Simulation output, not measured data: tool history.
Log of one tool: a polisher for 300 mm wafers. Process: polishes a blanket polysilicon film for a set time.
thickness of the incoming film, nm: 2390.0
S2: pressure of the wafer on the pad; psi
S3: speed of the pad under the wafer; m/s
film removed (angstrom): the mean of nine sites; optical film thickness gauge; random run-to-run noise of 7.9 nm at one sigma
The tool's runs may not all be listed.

{"run": 1, "hour": 0.0, "flow of slurry (ml/min)": 285, "S2": 3, "S3": 1.14, "polishing time (s)": 104, "film removed (angstrom)": 12066}
{"run": 2, "hour": 3.8, "flow of slurry (ml/min)": 285, "S2": 2.9, "S3": 1.14, "polishing time (s)": 104, "film removed (angstrom)": 11771}
{"run": 3, "hour": 12.7, "flow of slurry (ml/min)": 285, "S2": 3.5, "S3": 1.14, "polishing time (s)": 104, "film removed (angstrom)": 13223}
{"run": 4, "hour": 13.3, "flow of slurry (ml/min)": 285, "S2": 3.3, "S3": 1.14, "polishing time (s)": 104, "film removed (angstrom)": 12820}
{"hour": 22.0, "done": "slurry nozzle cleaned"}
{"run": 5, "hour": 22.0, "flow of slurry (ml/min)": 285, "S2": 3.1, "S3": 1.14, "polishing time (s)": 104, "film removed (angstrom)": 12404}
{"run": 6, "hour": 28.4, "flow of slurry (ml/min)": 285, "S2": 2.9, "S3": 1.14, "polishing time (s)": 104, "film removed (angstrom)": 12134}

Forecast run 7:
{"run": 7, "hour": 34.9, "flow of slurry (ml/min)": 280, "S2": 2.1, "S3": 1.12, "polishing time (s)": 104, "film removed (angstrom)": "?"}

{"run 7": {"film removed (angstrom)": 9803.3}}

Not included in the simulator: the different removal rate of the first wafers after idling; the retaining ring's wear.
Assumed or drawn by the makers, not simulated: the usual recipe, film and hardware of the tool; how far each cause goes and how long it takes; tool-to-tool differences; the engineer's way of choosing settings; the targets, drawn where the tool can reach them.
